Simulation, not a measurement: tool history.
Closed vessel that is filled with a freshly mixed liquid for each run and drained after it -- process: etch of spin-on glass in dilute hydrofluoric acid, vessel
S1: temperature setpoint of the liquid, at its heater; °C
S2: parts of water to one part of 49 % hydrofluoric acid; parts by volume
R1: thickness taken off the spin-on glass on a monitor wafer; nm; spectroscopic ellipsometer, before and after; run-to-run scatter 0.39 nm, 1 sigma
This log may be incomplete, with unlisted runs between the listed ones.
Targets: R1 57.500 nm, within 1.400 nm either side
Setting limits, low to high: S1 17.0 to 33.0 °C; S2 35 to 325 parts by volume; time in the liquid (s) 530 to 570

run 1 hour=0.0 | S1=25.0 S2=180 time_in_the_liquid_(s)=530 | R1=86.720
run 2 hour=6.3 | S1=24.0 S2=180 time_in_the_liquid_(s)=530 | R1=84.360
run 3 hour=14.6 | S1=24.0 S2=130 time_in_the_liquid_(s)=530 | R1=124.650
run 4 hour=16.7 | S1=24.0 S2=100 time_in_the_liquid_(s)=530 | R1=167.330
run 5 hour=24.5 | S1=24.0 S2=70 time_in_the_liquid_(s)=530 | R1=252.200
run 6 hour=25.9 | S1=24.0 S2=70 time_in_the_liquid_(s)=530 | R1=248.060
run 7 hour=29.8 | S1=23.5 S2=80 time_in_the_liquid_(s)=530 | R1=211.480
run 8 hour=35.8 | S1=19.5 S2=150 time_in_the_liquid_(s)=530 | R1=89.083
run 9 hour=36.7 | S1=19.0 S2=155 time_in_the_liquid_(s)=530 | R1=84.112
run 10 hour=42.5 | S1=19.0 S2=160 time_in_the_liquid_(s)=530 | R1=80.484
run 11 hour=50.8 | S1=19.0 S2=165 time_in_the_liquid_(s)=530 | R1=77.249
run 12 hour=55.8 | S1=18.0 S2=180 time_in_the_liquid_(s)=530 | R1=68.006
run 13 hour=60.9 | S1=17.5 S2=190 time_in_the_liquid_(s)=530 | R1=62.006

5 next moves are on the table. One of them brings every result within its allowed miss. Which?
run A hour=66.0 | S1=18.0 S2=180 time_in_the_liquid_(s)=530 | R1=?
run B hour=66.0 | S1=17.0 S2=205 time_in_the_liquid_(s)=550 | R1=?
run C hour=66.0 | S1=17.0 S2=195 time_in_the_liquid_(s)=550 | R1=?
run D hour=66.0 | S1=19.5 S2=190 time_in_the_liquid_(s)=540 | R1=?
run E hour=66.0 | S1=18.0 S2=185 time_in_the_liquid_(s)=555 | R1=?

move=A R1=67.398
move=B R1=57.641
move=C R1=61.173
move=D R1=68.280
move=E R1=68.332
A: moves away from the targets compared with the last run
B: every result within its allowed miss
C: gains on the last run, yet a result remains outside its allowed miss
D: moves away from the targets compared with the last run
E: moves away from the targets compared with the last run
So the answer is move B, the one that meets all the targets.

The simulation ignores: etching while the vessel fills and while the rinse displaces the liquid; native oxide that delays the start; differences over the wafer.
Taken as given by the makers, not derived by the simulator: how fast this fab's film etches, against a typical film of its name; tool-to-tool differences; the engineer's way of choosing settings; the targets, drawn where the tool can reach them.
